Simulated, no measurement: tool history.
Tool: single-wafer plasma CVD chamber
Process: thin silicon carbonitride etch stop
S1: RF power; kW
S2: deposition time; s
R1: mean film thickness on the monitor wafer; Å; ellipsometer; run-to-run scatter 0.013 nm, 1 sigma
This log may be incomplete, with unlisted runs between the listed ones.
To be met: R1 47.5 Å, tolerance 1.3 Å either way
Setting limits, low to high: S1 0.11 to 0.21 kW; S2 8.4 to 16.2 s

run	hour	S1	S2	R1
1	0	0.16	12.3	56.98
2	2.1	0.16	13.8	64.53
3	5.1	0.155	13.1	60.471
4	7.2	0.15	12.5	56.609
5	14.3	0.165	12.5	58.551
6	23.3	0.16	12.1	56.235
7	29.3	0.155	11.8	54.106
8	36	0.15	11.6	52.902
9	37.3	0.145	11.4	50.92
10	40.5	0.14	11.3	49.998

Consider the 5 candidate settings below. Which is the only one whose results all fall within their allowed miss of target?
A	43.7	0.135	11.7	?
B	43.7	0.155	10.4	?
C	43.7	0.145	11.8	?
D	43.7	0.14	11.4	?
E	43.7	0.14	11.8	?

move	R1
A	50.921
B	47.692
C	52.776
D	50.312
E	52.077
A: misses by more than the last run did
B: hits every target within its allowed miss
C: misses by more than the last run did
D: misses by more than the last run did
E: misses by more than the last run did
B is the move that brings every result within its allowed miss.

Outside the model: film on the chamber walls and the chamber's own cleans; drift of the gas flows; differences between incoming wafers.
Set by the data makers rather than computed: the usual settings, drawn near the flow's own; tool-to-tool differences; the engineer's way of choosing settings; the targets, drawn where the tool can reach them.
